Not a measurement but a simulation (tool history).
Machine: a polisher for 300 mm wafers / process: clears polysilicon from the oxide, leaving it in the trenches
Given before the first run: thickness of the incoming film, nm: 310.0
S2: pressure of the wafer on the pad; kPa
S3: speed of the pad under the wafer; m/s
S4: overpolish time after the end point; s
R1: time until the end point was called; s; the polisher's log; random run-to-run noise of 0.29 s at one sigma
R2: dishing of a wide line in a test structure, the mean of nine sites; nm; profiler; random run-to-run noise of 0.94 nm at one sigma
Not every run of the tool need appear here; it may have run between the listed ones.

run 1 hour=0 | flow_of_slurry_(ml/min)=210 S2=22.1 S3=0.92 S4=22 | R1=22.104 R2=55.311
run 2 hour=3.3 | flow_of_slurry_(ml/min)=210 S2=20 S3=0.92 S4=22 | R1=24.189 R2=54.649
run 3 hour=4.9 | flow_of_slurry_(ml/min)=210 S2=21.4 S3=0.94 S4=20 | R1=21.414 R2=53.853
run 4 hour=7.7 | flow_of_slurry_(ml/min)=210 S2=21.4 S3=0.82 S4=20 | R1=25.428 R2=54.273
run 5 hour=11.4 | flow_of_slurry_(ml/min)=210 S2=21.4 S3=0.82 S4=12 | R1=25.501 R2=48.857
run 6 hour=13.6 | flow_of_slurry_(ml/min)=210 S2=23.4 S3=0.82 S4=14 | R1=23.128 R2=53.776
run 7 hour=19.4 | flow_of_slurry_(ml/min)=210 S2=23.4 S3=0.82 S4=14 | R1=23.068 R2=51.082

For run 8, what comes out?
run 8 hour=21.4 | flow_of_slurry_(ml/min)=210 S2=29.6 S3=0.86 S4=24 | R1=? R2=?

Run 8 came out at R1 17.472 s, R2 54.853 nm.
